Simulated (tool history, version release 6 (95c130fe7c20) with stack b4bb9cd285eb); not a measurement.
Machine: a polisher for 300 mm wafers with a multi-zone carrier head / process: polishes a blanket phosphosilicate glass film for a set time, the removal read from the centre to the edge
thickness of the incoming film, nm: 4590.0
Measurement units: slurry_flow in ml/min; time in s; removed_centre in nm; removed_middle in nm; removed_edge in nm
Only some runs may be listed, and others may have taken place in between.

run,hour,slurry_flow,centre_zone,middle_zone,edge_zone,slurry_solids,time,removed_centre,removed_middle,removed_edge
1,0,195,1,1,1,1,81,891.8,897.56,909.78
2,2.1,195,1,1.07,1,1,81,898.75,952.76,911.9
3,4,195,1,1.07,1,1,91,1029.1,1066.8,1037
4,8.2,195,1,1.01,1,1,91,1024.6,1010.1,1048.7
5,16.5,230,1,1.01,1,1,91,1032.8,1031.1,1024
6,17.9,200,1,1.01,1,1,91,1025.5,1017.3,1039.8
7,25.1,205,1.1,1.11,1.05,1.25,93,1245.4,1230.9,1171
8,31.4,210,1.12,1.12,1.05,1.3,93,1306.6,1249.8,1203.6
9,40.3,215,1.13,1.13,1.05,1.35,93,1327.9,1304.4,1246.4
10,42.2,215,1.13,1.13,1.05,1.35,93,1373.4,1296.4,1253.2

Run 11 is up next; what results do you expect?
11,43.4,225,1.13,1.14,1.04,1.35,93,?,?,?

removed_centre: 1332.3 nm
removed_middle: 1321.6 nm
removed_edge: 1220.7 nm

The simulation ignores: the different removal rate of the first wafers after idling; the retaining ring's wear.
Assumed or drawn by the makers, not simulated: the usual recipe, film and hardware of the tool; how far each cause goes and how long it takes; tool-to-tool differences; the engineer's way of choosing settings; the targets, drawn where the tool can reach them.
